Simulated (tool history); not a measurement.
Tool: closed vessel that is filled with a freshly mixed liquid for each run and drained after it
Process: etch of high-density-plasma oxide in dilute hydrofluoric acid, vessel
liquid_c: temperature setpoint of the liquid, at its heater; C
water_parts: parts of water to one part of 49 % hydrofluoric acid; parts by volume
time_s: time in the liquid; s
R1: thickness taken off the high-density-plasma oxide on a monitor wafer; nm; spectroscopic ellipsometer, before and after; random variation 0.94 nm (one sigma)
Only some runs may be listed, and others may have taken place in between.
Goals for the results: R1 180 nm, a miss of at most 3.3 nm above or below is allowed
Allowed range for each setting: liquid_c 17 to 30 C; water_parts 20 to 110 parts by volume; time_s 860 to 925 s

Run 1, day 0: liquid_c 22 C, water_parts 60 parts by volume, time_s 860 s. Result: R1 89.079 nm.
Run 2, day 0.212: liquid_c 22 C, water_parts 60 parts by volume, time_s 860 s. Result: R1 89.079 nm.
Run 3, day 0.233: liquid_c 23 C, water_parts 55 parts by volume, time_s 860 s. Result: R1 102.06 nm.
Run 4, day 0.496: liquid_c 26 C, water_parts 55 parts by volume, time_s 860 s. Result: R1 115.16 nm.
Run 5, day 0.821: liquid_c 26 C, water_parts 55 parts by volume, time_s 925 s. Result: R1 124.18 nm.
Run 6, day 0.958: liquid_c 26 C, water_parts 55 parts by volume, time_s 860 s. Result: R1 114.36 nm.
Run 7, day 1.304: liquid_c 26.5 C, water_parts 55 parts by volume, time_s 860 s. Result: R1 117.69 nm.
Run 8, day 1.588: liquid_c 27 C, water_parts 55 parts by volume, time_s 860 s. Result: R1 119.19 nm.
Run 9, day 1.675: liquid_c 27.5 C, water_parts 55 parts by volume, time_s 860 s. Result: R1 121.9 nm.
Run 10, day 1.75: liquid_c 28 C, water_parts 55 parts by volume, time_s 860 s. Result: R1 125.3 nm.
Run 11, day 1.983: liquid_c 28.5 C, water_parts 55 parts by volume, time_s 860 s. Result: R1 127.41 nm.
Run 12, day 2.162: liquid_c 29.5 C, water_parts 45 parts by volume, time_s 860 s. Result: R1 166.03 nm.
Run 13, day 2.433: liquid_c 30 C, water_parts 40 parts by volume, time_s 860 s. Result: R1 189.98 nm.
Run 14, day 2.75: liquid_c 29.5 C, water_parts 40 parts by volume, time_s 860 s. Result: R1 183.64 nm.

Exercise: of the 5 proposed moves below, exactly one satisfies all targets within the stated allowed misses. Which move is it?
Run A, day 3.067: liquid_c 30 C, water_parts 40 parts by volume, time_s 860 s. Result: R1 ?.
Run B, day 3.067: liquid_c 30 C, water_parts 45 parts by volume, time_s 925 s. Result: R1 ?.
Run C, day 3.067: liquid_c 28.5 C, water_parts 40 parts by volume, time_s 925 s. Result: R1 ?.
Run D, day 3.067: liquid_c 28.5 C, water_parts 40 parts by volume, time_s 905 s. Result: R1 ?.
Run E, day 3.067: liquid_c 29 C, water_parts 40 parts by volume, time_s 875 s. Result: R1 ?.

move      R1
   A  189.42
   B   179.7
   C  191.92
   D  187.77
   E  185.21
A: misses by more than the last run did
B: each result inside its tolerance
C: misses by more than the last run did
D: misses by more than the last run did
E: misses by more than the last run did
B is the move that brings every result within its allowed miss.
